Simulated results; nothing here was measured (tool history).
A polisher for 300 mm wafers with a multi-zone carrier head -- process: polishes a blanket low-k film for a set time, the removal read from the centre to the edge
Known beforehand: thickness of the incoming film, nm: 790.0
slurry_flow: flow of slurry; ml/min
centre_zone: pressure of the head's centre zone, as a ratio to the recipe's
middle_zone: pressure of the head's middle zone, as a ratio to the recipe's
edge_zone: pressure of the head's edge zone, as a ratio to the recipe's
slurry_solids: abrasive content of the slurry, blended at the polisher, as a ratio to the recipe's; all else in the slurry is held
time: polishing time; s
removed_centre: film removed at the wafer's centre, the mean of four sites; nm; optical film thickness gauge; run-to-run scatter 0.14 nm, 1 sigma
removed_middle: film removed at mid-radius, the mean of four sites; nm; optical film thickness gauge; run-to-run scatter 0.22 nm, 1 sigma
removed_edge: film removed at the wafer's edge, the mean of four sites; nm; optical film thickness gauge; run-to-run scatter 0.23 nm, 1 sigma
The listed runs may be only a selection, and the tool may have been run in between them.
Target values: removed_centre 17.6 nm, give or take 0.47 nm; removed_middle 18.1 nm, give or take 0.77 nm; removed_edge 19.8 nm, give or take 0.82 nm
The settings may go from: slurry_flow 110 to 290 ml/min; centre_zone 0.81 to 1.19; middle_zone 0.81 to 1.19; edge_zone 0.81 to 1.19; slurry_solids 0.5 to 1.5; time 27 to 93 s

run,day,slurry_flow,centre_zone,middle_zone,edge_zone,slurry_solids,time,removed_centre,removed_middle,removed_edge
1,0,185,1,1,1,1,59,22.739,22.33,23.196
2,0.133,185,1,1,1,0.8,59,20.372,20.442,20.893
3,0.183,185,1,1,1,0.8,45,15.554,15.488,15.799
4,0.554,185,1,1,0.92,0.8,45,15.512,15.577,15.212
5,0.671,190,0.99,1,0.95,0.85,45,15.669,16.032,16.266
6,0.904,190,1.07,1,0.95,0.85,45,17.093,15.961,15.999
7,0.95,200,1.06,1,0.98,0.85,45,16.969,16.182,16.257
8,0.992,205,1.05,1,1,0.85,45,17.1,16.53,16.255
9,1.358,200,1.04,1,1.01,0.9,45,17.346,16.756,17.15
10,1.517,205,1.03,1,1.03,0.9,45,17.345,16.99,16.836
11,1.858,195,1.02,1,1.03,0.95,45,17.37,17.038,17.496
12,1.917,190,1.01,1,1.04,0.95,45,16.912,16.576,17.568
13,1.975,190,1,1,1.05,0.95,45,16.782,17.007,17.617
14,2.317,190,1,1,1.06,0.95,45,16.966,17.26,17.472
15,2.367,190,0.99,0.99,1.07,1,45,17.211,17.131,17.823
16,2.392,180,0.99,1,1.08,1.05,45,17.404,17.495,18.599

Which one of the following 4 next-run settings gets every result inside its allowed miss? There is exactly one.
A,2.417,150,0.97,1,0.92,1.4,42,?,?,?
B,2.417,230,1.03,1.09,1.07,1.1,40,?,?,?
C,2.417,135,0.96,0.96,1.07,1.1,49,?,?,?
D,2.417,145,0.95,0.96,1.19,1.2,45,?,?,?

move,removed_centre,removed_middle,removed_edge
A,17.358,18.425,17.646
B,17.254,18.336,16.908
C,17.62,18.339,19.318
D,16.959,17.797,19.439
A: the biggest miss grows against the last run
B: the biggest miss grows against the last run
C: every result within its allowed miss
D: puts the biggest miss on target and leaves a different result outside tolerance
Answer: C

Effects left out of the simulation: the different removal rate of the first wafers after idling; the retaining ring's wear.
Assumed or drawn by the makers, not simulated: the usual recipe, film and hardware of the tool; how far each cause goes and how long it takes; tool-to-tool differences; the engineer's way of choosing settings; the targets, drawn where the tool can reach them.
